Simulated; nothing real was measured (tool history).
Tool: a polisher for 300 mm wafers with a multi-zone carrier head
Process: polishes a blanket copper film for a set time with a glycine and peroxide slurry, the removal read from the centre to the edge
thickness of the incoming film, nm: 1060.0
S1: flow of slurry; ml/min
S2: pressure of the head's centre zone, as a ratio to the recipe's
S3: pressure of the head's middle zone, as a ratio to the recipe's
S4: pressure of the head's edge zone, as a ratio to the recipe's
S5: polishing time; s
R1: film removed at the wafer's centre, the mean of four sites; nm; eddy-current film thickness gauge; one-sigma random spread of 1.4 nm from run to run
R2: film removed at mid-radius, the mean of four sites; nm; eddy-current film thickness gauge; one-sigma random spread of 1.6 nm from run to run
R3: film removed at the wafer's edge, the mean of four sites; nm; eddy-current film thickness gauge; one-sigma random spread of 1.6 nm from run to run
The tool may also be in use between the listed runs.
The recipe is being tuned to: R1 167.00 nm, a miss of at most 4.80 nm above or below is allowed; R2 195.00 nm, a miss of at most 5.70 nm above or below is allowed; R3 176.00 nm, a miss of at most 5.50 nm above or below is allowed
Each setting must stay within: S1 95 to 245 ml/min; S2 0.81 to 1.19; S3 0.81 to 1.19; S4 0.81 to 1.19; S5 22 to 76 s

| run | hour | S1 | S2 | S3 | S4 | S5 | R1 | R2 | R3 |
|---|---|---|---|---|---|---|---|---|---|
| 1 | 0.0 | 155 | 1.00 | 1.00 | 1.00 | 49 | 182.83 | 187.67 | 182.96 |
| 2 | 5.4 | 150 | 0.98 | 1.02 | 0.99 | 49 | 180.04 | 188.43 | 178.62 |
| 3 | 10.3 | 145 | 0.96 | 1.04 | 1.00 | 49 | 178.20 | 192.37 | 182.65 |
| 4 | 13.6 | 140 | 0.94 | 1.05 | 0.98 | 49 | 171.44 | 190.62 | 178.62 |
| 5 | 17.0 | 140 | 0.94 | 1.05 | 0.98 | 60 | 209.89 | 231.48 | 222.99 |
|  | 18.1 | worn pad replaced by a new one |
| 6 | 18.1 | 140 | 0.94 | 1.12 | 0.98 | 60 | 240.90 | 282.67 | 249.47 |
| 7 | 21.9 | 145 | 0.91 | 1.09 | 0.93 | 59 | 233.11 | 271.09 | 235.39 |
| 8 | 30.7 | 135 | 0.88 | 1.06 | 0.91 | 57 | 214.81 | 247.79 | 229.84 |
| 9 | 32.4 | 170 | 0.89 | 1.05 | 0.97 | 53 | 214.61 | 241.46 | 224.38 |
| 10 | 41.3 | 150 | 0.91 | 1.06 | 0.97 | 52 | 207.57 | 235.32 | 215.15 |
| 11 | 49.3 | 135 | 0.91 | 1.06 | 0.95 | 51 | 199.06 | 222.97 | 205.36 |

Below are 5 possible settings for the next run. Only one of them brings all results inside the allowed miss of their targets. Which is it?
| A | 57.3 | 140 | 0.89 | 1.08 | 0.94 | 62 | ? | ? | ? |
| B | 57.3 | 125 | 0.96 | 1.13 | 1.01 | 43 | ? | ? | ? |
| C | 57.3 | 140 | 0.81 | 1.08 | 1.02 | 45 | ? | ? | ? |
| D | 57.3 | 155 | 1.04 | 0.81 | 0.92 | 54 | ? | ? | ? |
| E | 57.3 | 130 | 1.02 | 0.93 | 0.94 | 62 | ? | ? | ? |

| move | R1 | R2 | R3 |
|---|---|---|---|
| A | 237.35 | 277.33 | 250.13 |
| B | 167.55 | 194.53 | 176.01 |
| C | 162.54 | 201.32 | 188.77 |
| D | 233.80 | 194.01 | 219.82 |
| E | 253.79 | 240.13 | 247.58 |
A: lands further from the targets than the last run did
B: each result inside its tolerance
C: corrects the largest miss of the last run, while another result sits out of spec
D: lands further from the targets than the last run did
E: lands further from the targets than the last run did
Answer: B
